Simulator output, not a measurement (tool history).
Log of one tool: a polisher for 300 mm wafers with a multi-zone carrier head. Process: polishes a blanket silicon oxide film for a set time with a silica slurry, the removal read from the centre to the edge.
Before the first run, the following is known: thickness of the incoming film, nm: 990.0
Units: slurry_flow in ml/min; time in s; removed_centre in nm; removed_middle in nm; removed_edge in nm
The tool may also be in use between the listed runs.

run  hour  slurry_flow  centre_zone  middle_zone  edge_zone  slurry_solids  time  removed_centre  removed_middle  removed_edge
  1   0.0          140         1.00         1.00       1.00           1.00    42          176.58          177.05        173.20
  2   0.9          140         1.00         1.00       1.00           1.15    42          187.69          182.90        181.91
  3   6.4          130         1.00         1.00       1.00           1.15    42          183.53          181.11        180.21
  4  11.8          140         1.02         1.03       1.02           1.20    42          194.96          198.02        187.17
  5  18.3          140         1.05         1.03       1.02           1.20    42          198.61          192.44        189.09
  6  25.3          150         1.07         1.05       1.03           1.25    42          212.80          200.48        186.80
  7  26.8          155         1.07         1.06       1.04           1.30    43          211.39          206.37        196.64
  8  32.7          155         1.08         1.07       1.04           1.35    44          226.16          216.61        208.83
  9  33.6          155         1.09         1.09       1.04           1.40    44          230.46          230.15        209.86

The next listed run, before its measurement:
 10  37.9          155         1.10         1.09       1.04           1.40    44               ?               ?             ?

{"run 10": {"removed_centre": 232.19, "removed_middle": 222.43, "removed_edge": 207.03}}
